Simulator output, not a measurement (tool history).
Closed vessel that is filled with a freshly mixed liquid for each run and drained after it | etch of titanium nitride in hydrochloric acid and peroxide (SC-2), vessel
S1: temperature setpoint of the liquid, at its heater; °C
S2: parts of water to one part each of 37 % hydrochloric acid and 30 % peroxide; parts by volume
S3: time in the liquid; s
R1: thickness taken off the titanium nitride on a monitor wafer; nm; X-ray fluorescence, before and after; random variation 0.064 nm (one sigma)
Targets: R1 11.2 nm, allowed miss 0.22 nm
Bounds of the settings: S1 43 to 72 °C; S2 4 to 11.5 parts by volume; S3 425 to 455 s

run  hour    S1   S2   S3      R1
  1     0    59  6.5  425    21.9
  2   1.7  55.5  6.5  425  17.389
  3   2.7  54.5  6.5  425  16.148
  4     6  54.5  6.5  455  17.524
  5   9.4    52  6.5  455  14.743
  6  17.9    52  4.5  455  19.214
  7  25.1  50.5  4.5  455   17.38
  8  26.3  49.5  4.5  455  16.199
  9  34.7  48.5  4.5  455  15.374
 10  42.5  47.5  4.5  455  14.457
 11  48.8    47  4.5  455  13.667
 12  55.5  46.5  4.5  455  13.309
 13  61.3    43  4.5  455  10.392
 14  68.1  43.5  4.5  455  10.829

Which of these 4 next moves meets every target?
  A  74.9  49.5    7  455   ?
  B  74.9  43.5  4.5  435   ?
  C  74.9    46  5.5  455   ?
  D  74.9  44.5  4.5  425   ?

move      R1
   A  11.835
   B  10.409
   C  11.209
   D  10.899
A: takes the result that was furthest off past its target
B: further off than the last run
C: meets every target
D: nearer than the last run, and not there yet
The right move is C.

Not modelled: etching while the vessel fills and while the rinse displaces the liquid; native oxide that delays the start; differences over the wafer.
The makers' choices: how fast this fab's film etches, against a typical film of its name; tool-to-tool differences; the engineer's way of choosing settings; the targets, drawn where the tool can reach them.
